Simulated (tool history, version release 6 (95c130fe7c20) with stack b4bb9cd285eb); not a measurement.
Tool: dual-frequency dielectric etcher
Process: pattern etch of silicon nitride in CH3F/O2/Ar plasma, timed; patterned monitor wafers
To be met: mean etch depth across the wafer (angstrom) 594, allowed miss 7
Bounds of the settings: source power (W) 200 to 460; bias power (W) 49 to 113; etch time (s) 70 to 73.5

run  hour  source power (W)  bias power (W)  etch time (s)  mean etch depth across the wafer (angstrom)
  1     0               330              81             70                                       543.05
  2   0.6               340              81             70                                       548.78
  3   7.9               340              68             70                                       517.85
  4  12.8               360              68             70                                       521.45
  5  17.3               360              60             70                                       503.49
  6  21.6               360              60             70                                       504.48
  7  24.6               370              63             70                                       514.19
  8  28.4               380              66             70                                       527.03
  9  36.9               390              68             70                                       539.81
 10    44               400              69             70                                       543.81
 11  44.7               410              70             70                                        550.1
 12  53.7               420              71             70                                       555.01

4 next moves are on the table. One of them brings every result within its allowed miss. Which?
  A  62.7               320              68           73.5                                            ?
  B  62.7               460              69           70.5                                            ?
  C  62.7               460              71           72.5                                            ?
  D  62.7               430              67             73                                            ?

move  mean etch depth across the wafer (angstrom)
   A                                       535.71
   B                                       572.09
   C                                       593.75
   D                                       575.29
A: further off than the last run
B: nearer than the last run, and not there yet
C: meets every target
D: nearer than the last run, and not there yet
Move C is the one to make.

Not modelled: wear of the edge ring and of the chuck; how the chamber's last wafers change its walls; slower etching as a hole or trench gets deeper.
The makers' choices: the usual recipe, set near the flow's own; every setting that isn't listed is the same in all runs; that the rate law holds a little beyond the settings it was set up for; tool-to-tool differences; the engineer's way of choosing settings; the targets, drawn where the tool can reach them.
